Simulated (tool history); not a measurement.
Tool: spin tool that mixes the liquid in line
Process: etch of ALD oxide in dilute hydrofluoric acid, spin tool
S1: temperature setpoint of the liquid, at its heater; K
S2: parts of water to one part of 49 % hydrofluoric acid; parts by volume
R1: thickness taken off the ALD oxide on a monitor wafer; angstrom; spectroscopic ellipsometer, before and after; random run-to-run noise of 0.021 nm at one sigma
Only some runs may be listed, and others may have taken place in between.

run 1 hour=0 | S1=298.15 S2=165 time_under_the_liquid_(s)=65 | R1=38.4
run 2 hour=1.6 | S1=297.15 S2=165 time_under_the_liquid_(s)=65 | R1=37.129
run 3 hour=8.5 | S1=296.15 S2=170 time_under_the_liquid_(s)=65 | R1=34.07
run 4 hour=16.3 | S1=293.15 S2=170 time_under_the_liquid_(s)=65 | R1=30.513
run 5 hour=17.9 | S1=292.65 S2=170 time_under_the_liquid_(s)=65 | R1=30.289
run 6 hour=22.9 | S1=292.65 S2=170 time_under_the_liquid_(s)=45 | R1=20.769

Run 7 has not been measured yet. What should we expect?
run 7 hour=23.8 | S1=293.15 S2=170 time_under_the_liquid_(s)=45 | R1=?

Run 7 came out at R1 21.132 angstrom.
